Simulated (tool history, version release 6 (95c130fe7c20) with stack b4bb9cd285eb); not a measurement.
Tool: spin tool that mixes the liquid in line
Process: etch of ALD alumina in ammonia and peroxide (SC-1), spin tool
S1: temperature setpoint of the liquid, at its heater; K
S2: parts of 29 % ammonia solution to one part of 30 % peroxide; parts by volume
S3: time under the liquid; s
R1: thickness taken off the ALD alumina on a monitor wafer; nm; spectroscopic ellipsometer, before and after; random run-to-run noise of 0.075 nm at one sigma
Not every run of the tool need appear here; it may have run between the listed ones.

{"run": 1, "hour": 0.0, "S1": 334.15, "S2": 0.9, "S3": 50, "R1": 6.9503}
{"run": 2, "hour": 0.7, "S1": 338.15, "S2": 0.9, "S3": 50, "R1": 8.5062}
{"run": 3, "hour": 1.3, "S1": 339.65, "S2": 0.95, "S3": 50, "R1": 9.2839}
{"run": 4, "hour": 10.3, "S1": 340.65, "S2": 0.95, "S3": 50, "R1": 9.6243}
{"run": 5, "hour": 17.1, "S1": 341.65, "S2": 1, "S3": 50, "R1": 10.101}
{"run": 6, "hour": 18.7, "S1": 341.65, "S2": 1, "S3": 50, "R1": 10.226}

Run 7, settings as shown, results not yet in. Your forecast:
{"run": 7, "hour": 26.4, "S1": 341.65, "S2": 1, "S3": 50, "R1": "?"}

For run 7 the tool returned R1 10.13 nm.

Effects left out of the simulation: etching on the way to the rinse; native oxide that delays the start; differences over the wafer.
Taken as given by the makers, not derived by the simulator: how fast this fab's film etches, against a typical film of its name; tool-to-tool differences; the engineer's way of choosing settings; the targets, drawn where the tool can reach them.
